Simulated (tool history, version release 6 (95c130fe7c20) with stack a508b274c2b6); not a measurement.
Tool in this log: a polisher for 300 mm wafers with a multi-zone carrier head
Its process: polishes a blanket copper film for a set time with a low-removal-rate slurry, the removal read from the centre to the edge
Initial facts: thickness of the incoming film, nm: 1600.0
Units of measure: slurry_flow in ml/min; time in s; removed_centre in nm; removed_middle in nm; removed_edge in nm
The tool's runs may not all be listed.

{"run": 1, "hour": 0.0, "slurry_flow": 185, "centre_zone": 1.0, "middle_zone": 1.0, "edge_zone": 1.0, "slurry_solids": 1.0, "time": 86, "removed_centre": 181.15, "removed_middle": 199.19, "removed_edge": 199.15}
{"run": 2, "hour": 7.7, "slurry_flow": 180, "centre_zone": 0.99, "middle_zone": 1.0, "edge_zone": 0.98, "slurry_solids": 0.95, "time": 86, "removed_centre": 175.39, "removed_middle": 194.67, "removed_edge": 197.53}
{"run": 3, "hour": 13.0, "slurry_flow": 180, "centre_zone": 0.99, "middle_zone": 1.06, "edge_zone": 0.98, "slurry_solids": 0.95, "time": 86, "removed_centre": 177.72, "removed_middle": 200.39, "removed_edge": 193.68}
{"run": 4, "hour": 17.7, "slurry_flow": 175, "centre_zone": 0.99, "middle_zone": 1.06, "edge_zone": 0.97, "slurry_solids": 0.9, "time": 86, "removed_centre": 176.71, "removed_middle": 199.93, "removed_edge": 193.29}
{"run": 5, "hour": 19.5, "slurry_flow": 175, "centre_zone": 0.99, "middle_zone": 1.06, "edge_zone": 0.96, "slurry_solids": 0.85, "time": 85, "removed_centre": 172.61, "removed_middle": 197.03, "removed_edge": 188.48}
{"run": 6, "hour": 24.6, "slurry_flow": 175, "centre_zone": 0.99, "middle_zone": 1.05, "edge_zone": 0.95, "slurry_solids": 0.8, "time": 84, "removed_centre": 170.85, "removed_middle": 191.03, "removed_edge": 185.11}
{"run": 7, "hour": 29.3, "slurry_flow": 175, "centre_zone": 0.99, "middle_zone": 1.05, "edge_zone": 0.94, "slurry_solids": 0.75, "time": 83, "removed_centre": 164.35, "removed_middle": 183.98, "removed_edge": 181.18}

Run 8 has not been measured yet. What should we expect?
{"run": 8, "hour": 33.0, "slurry_flow": 175, "centre_zone": 0.99, "middle_zone": 1.05, "edge_zone": 0.93, "slurry_solids": 0.75, "time": 83, "removed_centre": "?", "removed_middle": "?", "removed_edge": "?"}

removed_centre: 164.23 nm
removed_middle: 185.96 nm
removed_edge: 177.94 nm
